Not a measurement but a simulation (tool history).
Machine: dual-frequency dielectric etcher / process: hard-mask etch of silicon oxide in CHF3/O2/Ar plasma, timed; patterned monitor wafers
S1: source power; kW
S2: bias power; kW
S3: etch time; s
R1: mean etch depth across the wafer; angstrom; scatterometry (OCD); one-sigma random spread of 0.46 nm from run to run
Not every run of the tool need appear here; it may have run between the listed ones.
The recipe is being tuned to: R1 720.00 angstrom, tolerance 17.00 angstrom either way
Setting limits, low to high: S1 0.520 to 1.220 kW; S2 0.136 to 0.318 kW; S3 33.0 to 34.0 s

run    day     S1     S2    S3      R1
  1  0.000  0.870  0.227  33.0  851.67
  2  0.212  0.980  0.227  33.0  871.25
  3  0.412  0.980  0.227  34.0  905.26
  4  0.704  0.980  0.191  34.0  834.88
  5  1.062  0.930  0.183  34.0  816.38
  6  1.433  0.930  0.210  34.0  851.75
  7  1.612  0.870  0.203  34.0  835.36
  8  1.654  0.840  0.193  34.0  814.59
  9  2.021  0.810  0.184  34.0  787.47
 10  2.271  0.810  0.184  34.0  785.21

Of the 5 settings listed for the next run, only one would bring every result within its allowed miss of target. Which one?
  A  2.521  0.860  0.148  34.0   ?
  B  2.521  0.810  0.188  33.5   ?
  C  2.521  0.660  0.211  33.0   ?
  D  2.521  0.670  0.198  33.5   ?
  E  2.521  0.860  0.171  33.5   ?

move      R1
   A  713.31
   B  778.67
   C  776.07
   D  766.75
   E  754.22
A: hits every target within its allowed miss
B: an improvement on the last run, though not all results are within tolerance
C: an improvement on the last run, though not all results are within tolerance
D: an improvement on the last run, though not all results are within tolerance
E: an improvement on the last run, though not all results are within tolerance
The move that meets every target is A.
